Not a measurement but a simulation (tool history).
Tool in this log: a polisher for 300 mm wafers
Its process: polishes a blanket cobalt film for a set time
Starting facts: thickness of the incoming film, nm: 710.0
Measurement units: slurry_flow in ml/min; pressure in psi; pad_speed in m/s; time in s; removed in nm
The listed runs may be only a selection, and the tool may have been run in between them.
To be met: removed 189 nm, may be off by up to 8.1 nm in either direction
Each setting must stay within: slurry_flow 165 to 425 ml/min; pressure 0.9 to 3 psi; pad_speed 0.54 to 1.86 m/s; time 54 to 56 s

| run | hour | slurry_flow | pressure | pad_speed | time | removed |
|---|---|---|---|---|---|---|
| 1 | 0 | 275 | 1.9 | 1.18 | 54 | 353.45 |
| 2 | 5.2 | 240 | 1.9 | 1.18 | 54 | 354.07 |
| 3 | 10 | 240 | 1.6 | 1.18 | 54 | 296.13 |
| 4 | 17.8 | 240 | 1.6 | 1.18 | 56 | 303.23 |
| 5 | 22.2 | 240 | 1.6 | 1.18 | 56 | 305.83 |
| 6 | 23.9 | 240 | 1.5 | 1.18 | 56 | 286.19 |
| 7 | 28.8 | 240 | 1.4 | 1.18 | 56 | 271.76 |
| 8 | 32.3 | 240 | 1.3 | 1.18 | 56 | 265.17 |
| 9 | 35.4 | 240 | 1.3 | 1.16 | 56 | 251.03 |
| 10 | 38 | 240 | 1.1 | 1.12 | 56 | 215.61 |
| 11 | 42.9 | 240 | 1 | 1.12 | 56 | 196.31 |
| 12 | 46.6 | 240 | 0.9 | 1.12 | 56 | 180.03 |

Exactly one of the 4 candidate moves below puts every result within its allowed miss. Which one?
| A | 50.3 | 165 | 1.1 | 0.9 | 56 | ? |
| B | 50.3 | 230 | 1.1 | 0.84 | 54 | ? |
| C | 50.3 | 165 | 1.3 | 0.86 | 55 | ? |
| D | 50.3 | 185 | 1 | 1 | 54 | ? |

| move | removed |
|---|---|
| A | 171.65 |
| B | 166.69 |
| C | 189.01 |
| D | 167.75 |
A: its largest miss is bigger than the last run's
B: its largest miss is bigger than the last run's
C: every result within its allowed miss
D: its largest miss is bigger than the last run's
So the answer is move C, the one that meets all the targets.
